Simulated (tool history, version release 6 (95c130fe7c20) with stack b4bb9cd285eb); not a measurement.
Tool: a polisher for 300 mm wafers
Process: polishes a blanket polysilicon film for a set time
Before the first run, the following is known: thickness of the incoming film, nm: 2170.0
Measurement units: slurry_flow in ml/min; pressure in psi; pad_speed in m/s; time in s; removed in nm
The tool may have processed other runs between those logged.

{"run": 1, "day": 0.0, "slurry_flow": 150, "pressure": 3.4, "pad_speed": 1.12, "time": 24, "removed": 265.34}
{"run": 2, "day": 0.258, "slurry_flow": 180, "pressure": 3.4, "pad_speed": 1.12, "time": 24, "removed": 273.89}
{"run": 3, "day": 0.517, "slurry_flow": 180, "pressure": 3.7, "pad_speed": 1.12, "time": 24, "removed": 301.02}
{"run": 4, "day": 0.829, "slurry_flow": 185, "pressure": 3.9, "pad_speed": 1.12, "time": 24, "removed": 311.93}
{"run": 5, "day": 1.142, "slurry_flow": 185, "pressure": 4.3, "pad_speed": 1.12, "time": 24, "removed": 332.12}
{"run": 6, "day": 1.333, "slurry_flow": 190, "pressure": 4.5, "pad_speed": 1.12, "time": 24, "removed": 361.93}
{"run": 7, "day": 1.608, "slurry_flow": 195, "pressure": 4.6, "pad_speed": 1.12, "time": 24, "removed": 357.72}
{"run": 8, "day": 1.817, "slurry_flow": 195, "pressure": 4.7, "pad_speed": 1.12, "time": 24, "removed": 375.02}
{"run": 9, "day": 2.1, "slurry_flow": 195, "pressure": 4.8, "pad_speed": 1.12, "time": 24, "removed": 376.32}

The next listed run, before its measurement:
{"run": 10, "day": 2.362, "slurry_flow": 195, "pressure": 4.9, "pad_speed": 1.12, "time": 24, "removed": "?"}

Run 10 gave removed 384.31 nm.

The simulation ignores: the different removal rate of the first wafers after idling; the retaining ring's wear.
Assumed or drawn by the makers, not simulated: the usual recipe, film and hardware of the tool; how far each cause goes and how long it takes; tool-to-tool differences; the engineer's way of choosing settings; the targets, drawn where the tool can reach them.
